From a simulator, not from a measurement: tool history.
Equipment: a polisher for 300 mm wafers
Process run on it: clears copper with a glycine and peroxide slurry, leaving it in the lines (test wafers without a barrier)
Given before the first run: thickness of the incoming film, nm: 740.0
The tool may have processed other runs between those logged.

| run | hour | flow of slurry (ml/min) | pressure of the wafer on the pad (psi) | speed of the pad under the wafer (cm/s) | overpolish time after the end point (s) | time until the end point was called (s) | dishing of a wide line in a test structure (angstrom) |
|---|---|---|---|---|---|---|---|
| 1 | 0.0 | 140 | 2.3 | 94 | 13 | 222.22 | 311.45 |
| 2 | 8.1 | 140 | 2.3 | 80 | 13 | 247.14 | 284.13 |
| 3 | 12.6 | 155 | 2.3 | 80 | 13 | 257.15 | 297.69 |
| 4 | 14.4 | 155 | 1.9 | 80 | 13 | 287.00 | 267.76 |
| 5 | 21.3 | 155 | 1.5 | 80 | 13 | 324.84 | 234.45 |
| 6 | 28.0 | 190 | 1.5 | 80 | 13 | 316.39 | 233.83 |

What does the tool deliver on the next run?
| 7 | 34.9 | 195 | 2.1 | 92 | 7 | ? | ? |

{"run 7": {"time until the end point was called (s)": 235.11, "dishing of a wide line in a test structure (angstrom)": 177.26}}
